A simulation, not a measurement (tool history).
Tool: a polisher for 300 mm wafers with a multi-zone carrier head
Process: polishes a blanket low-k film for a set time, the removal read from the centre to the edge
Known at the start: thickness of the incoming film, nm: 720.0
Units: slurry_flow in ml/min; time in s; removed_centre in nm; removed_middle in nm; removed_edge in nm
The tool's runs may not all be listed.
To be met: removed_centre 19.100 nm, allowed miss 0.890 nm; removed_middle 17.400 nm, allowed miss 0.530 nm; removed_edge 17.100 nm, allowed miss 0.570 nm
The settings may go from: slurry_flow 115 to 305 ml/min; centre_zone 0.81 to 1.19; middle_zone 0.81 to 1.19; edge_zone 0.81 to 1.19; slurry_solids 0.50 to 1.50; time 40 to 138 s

run,hour,slurry_flow,centre_zone,middle_zone,edge_zone,slurry_solids,time,removed_centre,removed_middle,removed_edge
1,0.0,195,1.00,1.00,1.00,1.00,88,23.693,23.721,23.753
2,5.5,195,1.00,0.97,1.00,1.00,88,23.337,22.847,23.547
3,10.7,195,1.00,0.97,1.00,1.00,107,28.636,27.843,28.805
4,11.4,195,1.01,0.96,0.96,0.85,101,24.930,23.944,24.807
5,15.2,195,1.01,0.96,0.91,0.85,101,25.114,24.272,23.710
6,16.4,195,1.01,0.90,0.91,0.85,101,25.127,22.972,24.358
7,19.1,190,1.02,0.91,0.88,0.75,98,22.413,20.673,20.974
8,26.1,175,1.02,0.90,0.86,0.70,98,21.208,19.471,20.059
9,30.8,170,1.07,0.94,0.81,0.50,94,17.035,15.235,15.086
10,39.0,195,1.06,0.94,0.82,0.50,94,17.630,15.577,15.200
11,40.9,210,1.04,0.94,0.84,0.50,94,17.538,15.828,15.580
12,43.9,215,1.04,0.95,0.86,0.50,94,17.044,15.784,16.009

4 next moves are on the table. One of them brings every result within its allowed miss. Which?
A,46.9,205,0.84,0.83,1.17,0.50,97,?,?,?
B,46.9,220,1.01,0.86,1.01,0.50,87,?,?,?
C,46.9,225,1.01,0.92,0.88,0.55,81,?,?,?
D,46.9,205,1.07,0.97,0.89,0.55,95,?,?,?

move,removed_centre,removed_middle,removed_edge
A,14.253,14.545,18.236
B,15.578,13.554,15.471
C,15.598,14.323,14.635
D,19.103,17.296,17.051
A: further off than the last run
B: further off than the last run
C: further off than the last run
D: meets every target
The right move is D.

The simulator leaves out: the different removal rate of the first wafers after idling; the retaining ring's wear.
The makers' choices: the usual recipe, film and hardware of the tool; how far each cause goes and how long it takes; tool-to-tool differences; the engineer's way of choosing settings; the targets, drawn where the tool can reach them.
